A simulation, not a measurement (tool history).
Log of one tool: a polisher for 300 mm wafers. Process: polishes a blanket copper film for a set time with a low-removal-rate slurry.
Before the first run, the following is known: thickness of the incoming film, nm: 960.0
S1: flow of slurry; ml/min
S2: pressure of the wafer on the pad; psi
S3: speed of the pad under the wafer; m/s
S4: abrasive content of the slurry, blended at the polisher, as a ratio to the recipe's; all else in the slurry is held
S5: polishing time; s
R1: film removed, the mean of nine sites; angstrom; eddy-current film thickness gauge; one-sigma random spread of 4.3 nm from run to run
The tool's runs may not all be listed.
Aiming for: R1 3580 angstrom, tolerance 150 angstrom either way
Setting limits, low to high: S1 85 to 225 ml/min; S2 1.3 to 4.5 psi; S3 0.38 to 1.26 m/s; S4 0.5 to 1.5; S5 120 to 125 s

run 1 day=0 | S1=145 S2=2.9 S3=0.82 S4=1 S5=120 | R1=2288.1
run 2 day=0.138 | S1=150 S2=3.3 S3=0.82 S4=1 S5=120 | R1=2586.8
run 3 day=0.388 | S1=150 S2=3.6 S3=0.82 S4=1 S5=120 | R1=2889.2
run 4 day=0.462 | S1=165 S2=3.6 S3=0.82 S4=1 S5=120 | R1=2956.6
run 5 day=0.508 | S1=170 S2=3.7 S3=0.82 S4=1 S5=120 | R1=3003.4
run 6 day=0.55 | S1=170 S2=3.7 S3=0.82 S4=1 S5=120 | R1=2996.4
run 7 day=0.629 | S1=170 S2=3.9 S3=0.82 S4=1 S5=120 | R1=3179.4
run 8 day=0.767 | S1=170 S2=4 S3=0.82 S4=1 S5=120 | R1=3241.2
run 9 day=0.854 | S1=170 S2=4.1 S3=0.82 S4=1 S5=120 | R1=3277
run 10 day=1.042 | S1=175 S2=4.2 S3=0.82 S4=1 S5=120 | R1=3430.9

Which of these 4 next moves meets every target?
run A day=1.229 | S1=160 S2=3.2 S3=1.06 S4=0.95 S5=122 | R1=?
run B day=1.229 | S1=175 S2=4.2 S3=0.82 S4=0.7 S5=125 | R1=?
run C day=1.229 | S1=185 S2=4 S3=0.84 S4=0.95 S5=120 | R1=?
run D day=1.229 | S1=165 S2=4.5 S3=0.8 S4=0.85 S5=125 | R1=?

move=A R1=3203
move=B R1=3114.4
move=C R1=3231
move=D R1=3449.2
A: lands further from the targets than the last run did
B: lands further from the targets than the last run did
C: lands further from the targets than the last run did
D: all results in spec
The move that meets every target is D.
